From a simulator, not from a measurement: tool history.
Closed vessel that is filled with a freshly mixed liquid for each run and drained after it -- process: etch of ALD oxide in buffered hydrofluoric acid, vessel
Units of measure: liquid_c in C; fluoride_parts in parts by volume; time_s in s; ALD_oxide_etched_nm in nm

{"run": 1, "hour": 0.0, "liquid_c": 24, "fluoride_parts": 20, "time_s": 100, "ALD_oxide_etched_nm": 73.714}
{"run": 2, "hour": 5.1, "liquid_c": 24, "fluoride_parts": 20, "time_s": 105, "ALD_oxide_etched_nm": 77.021}
{"run": 3, "hour": 13.8, "liquid_c": 24, "fluoride_parts": 20, "time_s": 105, "ALD_oxide_etched_nm": 77.217}
{"run": 4, "hour": 17.7, "liquid_c": 24.5, "fluoride_parts": 20, "time_s": 105, "ALD_oxide_etched_nm": 79.888}
{"run": 5, "hour": 20.6, "liquid_c": 24.5, "fluoride_parts": 20, "time_s": 100, "ALD_oxide_etched_nm": 76.672}
{"run": 6, "hour": 23.9, "liquid_c": 24.5, "fluoride_parts": 17, "time_s": 100, "ALD_oxide_etched_nm": 88.258}
{"run": 7, "hour": 32.7, "liquid_c": 25.5, "fluoride_parts": 17, "time_s": 100, "ALD_oxide_etched_nm": 92.934}

Forecast run 8:
{"run": 8, "hour": 40.6, "liquid_c": 26, "fluoride_parts": 17, "time_s": 100, "ALD_oxide_etched_nm": "?"}

{"run 8": {"ALD_oxide_etched_nm": 95.954}}
